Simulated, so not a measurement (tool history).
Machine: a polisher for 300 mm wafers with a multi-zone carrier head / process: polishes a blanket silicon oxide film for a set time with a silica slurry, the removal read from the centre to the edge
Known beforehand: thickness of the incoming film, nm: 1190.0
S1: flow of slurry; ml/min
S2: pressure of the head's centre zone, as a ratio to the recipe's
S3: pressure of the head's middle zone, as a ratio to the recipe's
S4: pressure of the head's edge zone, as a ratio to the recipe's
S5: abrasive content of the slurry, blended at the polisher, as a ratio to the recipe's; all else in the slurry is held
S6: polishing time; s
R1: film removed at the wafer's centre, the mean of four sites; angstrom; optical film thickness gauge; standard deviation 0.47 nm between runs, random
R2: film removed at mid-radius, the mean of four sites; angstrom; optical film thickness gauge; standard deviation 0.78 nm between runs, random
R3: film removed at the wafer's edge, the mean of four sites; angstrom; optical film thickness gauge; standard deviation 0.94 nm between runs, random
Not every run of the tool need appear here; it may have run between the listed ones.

run,hour,S1,S2,S3,S4,S5,S6,R1,R2,R3
1,0,215,1,1,1,1,34,932.63,926.36,961.65
2,5.1,215,1,1,1,0.85,34,885.37,884.84,884.83
3,12,215,1,0.95,1,0.85,34,894.83,874.01,870.38
4,14.6,200,0.95,0.94,1.01,0.75,33,784.53,759.13,829.33
5,19.3,210,0.92,0.98,0.96,0.7,33,752.23,780.91,774.77
6,24.1,200,0.89,0.99,0.94,0.65,33,716.88,762.06,772.81

Estimate the outcome of run 7 from the log above:
7,31.2,205,0.87,1,0.92,0.6,33,?,?,?

Run 7 measured R1 679.31 angstrom, R2 748.34 angstrom, R3 737.34 angstrom.
